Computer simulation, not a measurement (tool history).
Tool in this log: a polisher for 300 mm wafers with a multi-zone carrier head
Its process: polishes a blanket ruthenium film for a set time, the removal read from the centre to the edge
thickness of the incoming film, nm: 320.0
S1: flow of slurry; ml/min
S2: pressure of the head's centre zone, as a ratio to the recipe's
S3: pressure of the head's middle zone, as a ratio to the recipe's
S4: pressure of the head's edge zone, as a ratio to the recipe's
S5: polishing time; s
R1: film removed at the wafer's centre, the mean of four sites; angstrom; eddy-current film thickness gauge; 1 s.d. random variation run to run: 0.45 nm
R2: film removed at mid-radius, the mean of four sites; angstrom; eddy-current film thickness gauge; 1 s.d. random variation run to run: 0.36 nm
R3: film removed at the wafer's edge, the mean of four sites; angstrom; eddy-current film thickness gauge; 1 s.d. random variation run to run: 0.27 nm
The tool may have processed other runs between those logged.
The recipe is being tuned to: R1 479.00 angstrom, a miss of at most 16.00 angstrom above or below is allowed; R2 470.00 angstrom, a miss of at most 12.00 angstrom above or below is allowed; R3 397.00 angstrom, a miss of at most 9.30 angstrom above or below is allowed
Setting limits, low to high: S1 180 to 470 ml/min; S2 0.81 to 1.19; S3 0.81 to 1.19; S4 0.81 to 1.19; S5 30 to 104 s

Run 1, hour 0.0: S1 300 ml/min, S2 1.00, S3 1.00, S4 1.00, S5 67 s. Result: R1 505.13 angstrom, R2 486.02 angstrom, R3 489.19 angstrom.
Run 2, hour 6.5: S1 300 ml/min, S2 1.00, S3 0.92, S4 1.00, S5 67 s. Result: R1 500.15 angstrom, R2 453.58 angstrom, R3 491.07 angstrom.
Run 3, hour 8.8: S1 295 ml/min, S2 1.01, S3 0.97, S4 0.94, S5 65 s. Result: R1 491.79 angstrom, R2 464.19 angstrom, R3 461.39 angstrom.
Run 4, hour 17.3: S1 295 ml/min, S2 1.01, S3 0.97, S4 0.94, S5 51 s. Result: R1 380.20 angstrom, R2 360.76 angstrom, R3 359.94 angstrom.
Run 5, hour 23.4: S1 295 ml/min, S2 1.01, S3 0.97, S4 0.94, S5 39 s. Result: R1 293.38 angstrom, R2 279.43 angstrom, R3 276.99 angstrom.
Run 6, hour 27.6: S1 295 ml/min, S2 1.01, S3 0.93, S4 0.94, S5 39 s. Result: R1 289.17 angstrom, R2 266.26 angstrom, R3 275.39 angstrom.
Run 7, hour 33.4: S1 315 ml/min, S2 1.05, S3 1.01, S4 0.97, S5 43 s. Result: R1 342.48 angstrom, R2 317.18 angstrom, R3 309.88 angstrom.
Run 8, hour 37.3: S1 330 ml/min, S2 1.07, S3 1.06, S4 0.98, S5 46 s. Result: R1 376.47 angstrom, R2 355.66 angstrom, R3 334.66 angstrom.
Run 9, hour 42.6: S1 345 ml/min, S2 1.09, S3 1.10, S4 0.98, S5 48 s. Result: R1 396.92 angstrom, R2 382.89 angstrom, R3 343.82 angstrom.
Run 10, hour 48.5: S1 355 ml/min, S2 1.11, S3 1.13, S4 0.99, S5 50 s. Result: R1 420.33 angstrom, R2 410.10 angstrom, R3 365.90 angstrom.
Run 11, hour 50.3: S1 370 ml/min, S2 1.13, S3 1.15, S4 0.99, S5 51 s. Result: R1 439.53 angstrom, R2 427.71 angstrom, R3 372.49 angstrom.

Which of these 4 next moves meets every target?
Run A, hour 52.1: S1 380 ml/min, S2 0.95, S3 1.19, S4 1.00, S5 56 s. Result: R1 ?, R2 ?, R3 ?.
Run B, hour 52.1: S1 450 ml/min, S2 1.03, S3 0.98, S4 1.10, S5 51 s. Result: R1 ?, R2 ?, R3 ?.
Run C, hour 52.1: S1 415 ml/min, S2 1.12, S3 1.02, S4 0.97, S5 52 s. Result: R1 ?, R2 ?, R3 ?.
Run D, hour 52.1: S1 315 ml/min, S2 1.16, S3 1.19, S4 0.97, S5 55 s. Result: R1 ?, R2 ?, R3 ?.

move      R1      R2      R3
   A  408.91  481.64  413.53
   B  408.65  375.81  399.53
   C  450.79  394.09  381.16
   D  482.89  465.34  395.54
A: the worst result of the last run now meets its target, but another is out of spec
B: lands further from the targets than the last run did
C: lands further from the targets than the last run did
D: all results in spec
So the answer is move D, the one that meets all the targets.

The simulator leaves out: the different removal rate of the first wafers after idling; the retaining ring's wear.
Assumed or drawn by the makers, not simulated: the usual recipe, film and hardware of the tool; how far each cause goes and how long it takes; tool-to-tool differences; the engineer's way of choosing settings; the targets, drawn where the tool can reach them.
